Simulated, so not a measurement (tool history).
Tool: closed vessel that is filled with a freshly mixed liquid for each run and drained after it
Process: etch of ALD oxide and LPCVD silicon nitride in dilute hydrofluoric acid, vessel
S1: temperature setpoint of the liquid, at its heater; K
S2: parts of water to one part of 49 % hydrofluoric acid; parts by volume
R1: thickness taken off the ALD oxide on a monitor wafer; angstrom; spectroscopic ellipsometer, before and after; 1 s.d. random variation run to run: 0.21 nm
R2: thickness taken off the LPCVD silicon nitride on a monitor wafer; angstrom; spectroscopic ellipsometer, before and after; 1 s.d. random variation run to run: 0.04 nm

run 1 day=0.000 | S1=294.15 S2=145 time_in_the_liquid_(s)=570 | R1=323.55 R2=20.634
run 2 day=0.104 | S1=294.65 S2=155 time_in_the_liquid_(s)=575 | R1=305.28 R2=20.231
run 3 day=0.442 | S1=295.15 S2=160 time_in_the_liquid_(s)=580 | R1=305.43 R2=20.942
run 4 day=0.583 | S1=295.15 S2=125 time_in_the_liquid_(s)=580 | R1=411.66 R2=25.438
run 5 day=0.746 | S1=296.65 S2=125 time_in_the_liquid_(s)=580 | R1=426.99 R2=29.378
run 6 day=0.933 | S1=296.65 S2=165 time_in_the_liquid_(s)=580 | R1=309.06 R2=21.774

What does the tool deliver on the next run?
run 7 day=1.112 | S1=296.65 S2=170 time_in_the_liquid_(s)=585 | R1=? R2=?

{"run 7": {"R1": 299.7, "R2": 21.201}}
